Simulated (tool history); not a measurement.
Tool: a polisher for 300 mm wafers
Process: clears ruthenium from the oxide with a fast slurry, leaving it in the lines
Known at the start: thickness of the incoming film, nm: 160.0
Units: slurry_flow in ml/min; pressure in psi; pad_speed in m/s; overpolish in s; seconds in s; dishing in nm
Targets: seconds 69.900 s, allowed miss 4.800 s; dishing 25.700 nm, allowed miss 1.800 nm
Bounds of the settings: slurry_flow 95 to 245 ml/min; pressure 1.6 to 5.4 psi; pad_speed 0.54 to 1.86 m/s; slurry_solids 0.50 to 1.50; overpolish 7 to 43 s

run,hour,slurry_flow,pressure,pad_speed,slurry_solids,overpolish,seconds,dishing
1,0.0,155,3.5,1.18,1.00,22,26.676,87.960
2,2.2,155,3.5,1.06,1.00,22,30.401,77.824
3,9.1,155,3.5,1.06,1.00,29,30.750,96.809
4,16.2,155,3.5,1.06,1.15,29,30.569,100.150
5,19.6,155,3.5,1.06,1.15,37,29.609,121.650
6,21.9,150,3.3,0.96,1.00,30,36.258,88.972
7,23.7,165,3.1,0.86,0.90,25,41.435,68.200
8,32.1,170,2.9,0.80,0.90,21,48.177,51.306
9,39.0,170,2.7,0.78,0.90,19,52.171,45.190
10,46.9,170,2.5,0.76,0.90,17,58.641,35.995
11,50.4,170,2.4,0.76,0.90,16,62.181,33.334
12,56.6,170,2.3,0.76,0.90,15,61.288,29.594
13,59.0,165,2.2,0.76,0.90,15,64.669,28.331
14,65.1,160,2.2,0.76,0.90,15,66.173,28.842
15,66.1,160,2.0,0.76,0.90,13,72.053,23.541
16,67.9,160,2.0,0.76,0.90,13,72.077,23.857
17,69.0,165,2.0,0.76,0.90,13,74.977,23.125

Which of these 5 next moves meets every target?
A,70.1,160,2.1,0.72,1.00,12,?,?
B,70.1,190,1.6,0.84,0.85,15,?,?
C,70.1,145,1.8,0.70,0.75,20,?,?
D,70.1,155,1.6,0.88,0.90,14,?,?
E,70.1,190,2.4,0.66,0.80,14,?,?

move,seconds,dishing
A,70.145,22.072
B,80.618,23.895
C,92.072,27.632
D,78.078,23.076
E,69.790,25.648
A: further off than the last run
B: further off than the last run
C: takes the result that was furthest off past its target
D: further off than the last run
E: meets every target
Move E is the one to make.
